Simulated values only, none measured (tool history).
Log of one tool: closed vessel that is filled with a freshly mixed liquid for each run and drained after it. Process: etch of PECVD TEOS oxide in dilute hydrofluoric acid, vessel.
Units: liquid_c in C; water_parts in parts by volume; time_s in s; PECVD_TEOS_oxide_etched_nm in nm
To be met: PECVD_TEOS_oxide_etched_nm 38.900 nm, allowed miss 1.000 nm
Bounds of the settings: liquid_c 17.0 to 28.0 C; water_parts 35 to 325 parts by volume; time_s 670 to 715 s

run  hour  liquid_c  water_parts  time_s  PECVD_TEOS_oxide_etched_nm
  1   0.0      20.0          180     670                      55.575
  2   3.2      19.5          190     670                      51.510
  3   7.2      19.5          130     670                      79.329
  4  16.6      19.5          130     670                      80.425
  5  21.9      19.5          155     670                      65.634
  6  27.9      19.5          215     670                      44.526
  7  32.7      19.0          220     670                      42.060
  8  37.0      18.5          220     670                      42.069
  9  42.0      18.0          220     670                      40.885

Which of these 4 next moves meets every target?
  A  47.0      17.0          220     700                           ?
  B  47.0      18.0          230     705                           ?
  C  47.0      18.0          230     680                           ?
  D  47.0      17.0          200     690                           ?

move  PECVD_TEOS_oxide_etched_nm
   A                      41.166
   B                      40.869
   C                      39.420
   D                      45.452
A: further off than the last run
B: as far off as the last run
C: meets every target
D: further off than the last run
Answer: C
